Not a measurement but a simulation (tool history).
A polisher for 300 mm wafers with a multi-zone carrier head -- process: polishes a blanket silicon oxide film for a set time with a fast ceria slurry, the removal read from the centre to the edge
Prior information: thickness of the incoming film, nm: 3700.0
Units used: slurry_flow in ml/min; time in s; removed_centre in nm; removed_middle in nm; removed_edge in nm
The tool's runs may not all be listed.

run 1 hour=0 | slurry_flow=290 centre_zone=1 middle_zone=1 edge_zone=1 time=49 | removed_centre=715.29 removed_middle=753.28 removed_edge=737.87
run 2 hour=8.7 | slurry_flow=290 centre_zone=1 middle_zone=1 edge_zone=1.03 time=49 | removed_centre=710.31 removed_middle=751.07 removed_edge=735.59
run 3 hour=15 | slurry_flow=280 centre_zone=0.99 middle_zone=0.95 edge_zone=1.01 time=44 | removed_centre=629.18 removed_middle=649.13 removed_edge=650.59
run 4 hour=16.7 | slurry_flow=265 centre_zone=0.99 middle_zone=0.9 edge_zone=1.03 time=41 | removed_centre=582.75 removed_middle=571.26 removed_edge=621.58
run 5 hour=23.4 | slurry_flow=255 centre_zone=0.98 middle_zone=0.87 edge_zone=1 time=40 | removed_centre=564.38 removed_middle=539.38 removed_edge=588.21
run 6 hour=31.6 | slurry_flow=255 centre_zone=0.98 middle_zone=0.94 edge_zone=1 time=40 | removed_centre=567.28 removed_middle=583.29 removed_edge=585.81
run 7 hour=34.8 | slurry_flow=240 centre_zone=0.97 middle_zone=0.9 edge_zone=0.99 time=39 | removed_centre=540.4 removed_middle=541.08 removed_edge=547.37

Run 8 is up next; what results do you expect?
run 8 hour=38.7 | slurry_flow=225 centre_zone=0.96 middle_zone=0.87 edge_zone=1 time=39 | removed_centre=? removed_middle=? removed_edge=?

{"run 8": {"removed_centre": 528.17, "removed_middle": 517.29, "removed_edge": 573.25}}
